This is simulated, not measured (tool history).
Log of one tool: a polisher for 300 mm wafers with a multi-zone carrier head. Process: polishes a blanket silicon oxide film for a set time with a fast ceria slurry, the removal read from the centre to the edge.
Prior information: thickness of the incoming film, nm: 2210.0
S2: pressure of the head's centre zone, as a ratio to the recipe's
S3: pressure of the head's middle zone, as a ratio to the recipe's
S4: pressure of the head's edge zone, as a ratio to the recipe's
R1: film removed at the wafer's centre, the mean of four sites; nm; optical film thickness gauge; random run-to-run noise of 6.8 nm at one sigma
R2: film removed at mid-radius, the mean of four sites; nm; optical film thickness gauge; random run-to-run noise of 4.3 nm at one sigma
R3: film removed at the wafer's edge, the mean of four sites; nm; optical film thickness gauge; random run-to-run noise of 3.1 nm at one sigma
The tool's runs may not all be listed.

Run 1, hour 0.0: flow of slurry (ml/min) 190, S2 1.00, S3 1.00, S4 1.00, polishing time (s) 33. Result: R1 315.59 nm, R2 309.84 nm, R3 317.06 nm.
Run 2, hour 4.3: flow of slurry (ml/min) 200, S2 1.01, S3 1.04, S4 1.04, polishing time (s) 36. Result: R1 349.96 nm, R2 357.10 nm, R3 354.94 nm.
Run 3, hour 8.0: flow of slurry (ml/min) 210, S2 1.02, S3 1.06, S4 1.07, polishing time (s) 38. Result: R1 375.37 nm, R2 385.61 nm, R3 381.29 nm.
Run 4, hour 9.0: flow of slurry (ml/min) 210, S2 1.02, S3 1.06, S4 1.04, polishing time (s) 38. Result: R1 373.45 nm, R2 386.12 nm, R3 377.92 nm.
Run 5, hour 11.5: flow of slurry (ml/min) 210, S2 1.02, S3 1.02, S4 1.04, polishing time (s) 38. Result: R1 367.89 nm, R2 370.94 nm, R3 374.60 nm.
Run 6, hour 13.0: flow of slurry (ml/min) 210, S2 1.03, S3 1.05, S4 1.06, polishing time (s) 40. Result: R1 390.67 nm, R2 403.20 nm, R3 402.32 nm.
Run 7, hour 19.4: flow of slurry (ml/min) 215, S2 1.05, S3 1.07, S4 1.08, polishing time (s) 41. Result: R1 414.15 nm, R2 430.25 nm, R3 413.39 nm.
Run 8, hour 26.1: flow of slurry (ml/min) 220, S2 1.06, S3 1.07, S4 1.10, polishing time (s) 42. Result: R1 432.98 nm, R2 428.97 nm, R3 434.63 nm.
Run 9, hour 34.0: flow of slurry (ml/min) 225, S2 1.06, S3 1.09, S4 1.11, polishing time (s) 42. Result: R1 451.28 nm, R2 449.45 nm, R3 436.09 nm.
Run 10, hour 41.6: flow of slurry (ml/min) 230, S2 1.04, S3 1.10, S4 1.13, polishing time (s) 42. Result: R1 426.35 nm, R2 448.01 nm, R3 442.34 nm.
Run 11, hour 42.7: flow of slurry (ml/min) 235, S2 1.05, S3 1.11, S4 1.14, polishing time (s) 42. Result: R1 444.68 nm, R2 455.28 nm, R3 445.74 nm.

Predict the results of run 12:
Run 12, hour 44.2: flow of slurry (ml/min) 240, S2 1.05, S3 1.12, S4 1.15, polishing time (s) 42. Result: R1 ?, R2 ?, R3 ?.

Run 12 gave R1 430.00 nm, R2 451.79 nm, R3 442.75 nm.

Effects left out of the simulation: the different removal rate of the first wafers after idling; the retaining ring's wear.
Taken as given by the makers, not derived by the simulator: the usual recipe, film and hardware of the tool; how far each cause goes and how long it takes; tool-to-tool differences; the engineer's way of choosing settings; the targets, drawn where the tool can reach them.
